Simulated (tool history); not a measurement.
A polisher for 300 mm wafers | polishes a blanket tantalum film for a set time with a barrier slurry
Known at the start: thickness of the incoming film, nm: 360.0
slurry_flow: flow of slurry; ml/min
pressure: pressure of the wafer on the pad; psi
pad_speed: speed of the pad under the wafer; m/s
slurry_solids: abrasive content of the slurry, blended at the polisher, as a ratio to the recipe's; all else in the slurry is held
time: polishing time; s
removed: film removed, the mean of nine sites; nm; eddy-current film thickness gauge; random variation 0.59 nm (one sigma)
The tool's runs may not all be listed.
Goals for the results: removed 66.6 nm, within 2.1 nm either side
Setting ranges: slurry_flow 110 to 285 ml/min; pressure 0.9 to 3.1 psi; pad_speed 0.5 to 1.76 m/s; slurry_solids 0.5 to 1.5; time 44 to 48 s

run 1 hour=0 | slurry_flow=180 pressure=2 pad_speed=1.12 slurry_solids=1 time=48 | removed=82.449
run 2 hour=0.9 | slurry_flow=195 pressure=2 pad_speed=1.12 slurry_solids=1 time=48 | removed=83.117
run 3 hour=5 | slurry_flow=190 pressure=1.9 pad_speed=1.12 slurry_solids=1 time=48 | removed=78.853
run 4 hour=13.8 | slurry_flow=185 pressure=1.8 pad_speed=1.12 slurry_solids=1 time=48 | removed=74.016
run 5 hour=20.1 | slurry_flow=185 pressure=1.8 pad_speed=1.26 slurry_solids=1 time=48 | removed=80.825
run 6 hour=24.7 | slurry_flow=185 pressure=1.8 pad_speed=1.42 slurry_solids=1 time=48 | removed=88.089
run 7 hour=26.2 | slurry_flow=180 pressure=1.7 pad_speed=1.42 slurry_solids=1 time=48 | removed=84.378
run 8 hour=31.7 | slurry_flow=175 pressure=1.6 pad_speed=1.42 slurry_solids=1 time=48 | removed=78.778
run 9 hour=36.7 | slurry_flow=170 pressure=1.5 pad_speed=1.42 slurry_solids=1 time=48 | removed=74.351
-- hour=44.4 slurry blender recalibrated
run 10 hour=44.4 | slurry_flow=165 pressure=1.5 pad_speed=1.42 slurry_solids=1 time=48 | removed=78.875

Pick the move, out of 4, that brings all results within their allowed miss; only one does.
run A hour=52.1 | slurry_flow=230 pressure=1.6 pad_speed=1.62 slurry_solids=1.1 time=44 | removed=?
run B hour=52.1 | slurry_flow=235 pressure=1.4 pad_speed=1.3 slurry_solids=1.15 time=44 | removed=?
run C hour=52.1 | slurry_flow=130 pressure=1.3 pad_speed=1.76 slurry_solids=0.9 time=48 | removed=?
run D hour=52.1 | slurry_flow=165 pressure=1.4 pad_speed=1.42 slurry_solids=1.1 time=47 | removed=?

move=A removed=88.763
move=B removed=66.424
move=C removed=75.44
move=D removed=72.454
A: its largest miss is bigger than the last run's
B: in spec on every target
C: an improvement on the last run, though not all results are within tolerance
D: an improvement on the last run, though not all results are within tolerance
B is the move that brings every result within its allowed miss.
